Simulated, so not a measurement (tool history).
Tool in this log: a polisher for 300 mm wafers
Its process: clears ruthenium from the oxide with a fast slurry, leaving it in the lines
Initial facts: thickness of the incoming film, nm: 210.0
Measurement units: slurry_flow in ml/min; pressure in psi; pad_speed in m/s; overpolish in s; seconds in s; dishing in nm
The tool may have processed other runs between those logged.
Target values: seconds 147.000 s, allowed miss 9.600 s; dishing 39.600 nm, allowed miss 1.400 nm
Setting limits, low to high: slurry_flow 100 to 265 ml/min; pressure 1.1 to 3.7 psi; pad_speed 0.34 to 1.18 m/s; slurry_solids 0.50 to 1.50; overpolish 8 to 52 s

run 1 day=0.000 | slurry_flow=170 pressure=2.4 pad_speed=0.76 slurry_solids=1.00 overpolish=26 | seconds=61.716 dishing=64.710
run 2 day=0.254 | slurry_flow=170 pressure=2.4 pad_speed=0.76 slurry_solids=1.00 overpolish=36 | seconds=62.897 dishing=84.323
run 3 day=0.458 | slurry_flow=165 pressure=2.0 pad_speed=0.70 slurry_solids=1.00 overpolish=36 | seconds=79.074 dishing=68.675
run 4 day=0.629 | slurry_flow=160 pressure=1.7 pad_speed=0.64 slurry_solids=1.00 overpolish=36 | seconds=104.510 dishing=56.007
run 5 day=0.904 | slurry_flow=185 pressure=1.7 pad_speed=0.64 slurry_solids=1.00 overpolish=36 | seconds=101.690 dishing=56.281
run 6 day=1.229 | slurry_flow=185 pressure=1.7 pad_speed=0.64 slurry_solids=1.00 overpolish=45 | seconds=100.130 dishing=68.337
run 7 day=1.583 | slurry_flow=195 pressure=1.6 pad_speed=0.58 slurry_solids=1.00 overpolish=43 | seconds=114.950 dishing=58.581
run 8 day=1.700 | slurry_flow=200 pressure=1.6 pad_speed=0.54 slurry_solids=1.00 overpolish=41 | seconds=126.020 dishing=53.768
run 9 day=1.892 | slurry_flow=170 pressure=1.2 pad_speed=0.58 slurry_solids=0.90 overpolish=35 | seconds=155.900 dishing=36.760

Next run, 4 choices. One meets every target within its allowed miss, the rest don't. Which?
run A day=2.083 | slurry_flow=165 pressure=1.1 pad_speed=0.64 slurry_solids=1.05 overpolish=35 | seconds=? dishing=?
run B day=2.083 | slurry_flow=135 pressure=1.6 pad_speed=0.54 slurry_solids=1.00 overpolish=34 | seconds=? dishing=?
run C day=2.083 | slurry_flow=120 pressure=1.7 pad_speed=0.58 slurry_solids=1.00 overpolish=25 | seconds=? dishing=?
run D day=2.083 | slurry_flow=185 pressure=1.4 pad_speed=0.56 slurry_solids=0.85 overpolish=38 | seconds=? dishing=?

move=A seconds=143.830 dishing=40.050
move=B seconds=129.110 dishing=43.056
move=C seconds=116.560 dishing=35.639
move=D seconds=141.920 dishing=43.717
A: in spec on every target
B: takes the biggest miss from the last run beyond its target
C: further off than the last run
D: takes the biggest miss from the last run beyond its target
The right move is A.

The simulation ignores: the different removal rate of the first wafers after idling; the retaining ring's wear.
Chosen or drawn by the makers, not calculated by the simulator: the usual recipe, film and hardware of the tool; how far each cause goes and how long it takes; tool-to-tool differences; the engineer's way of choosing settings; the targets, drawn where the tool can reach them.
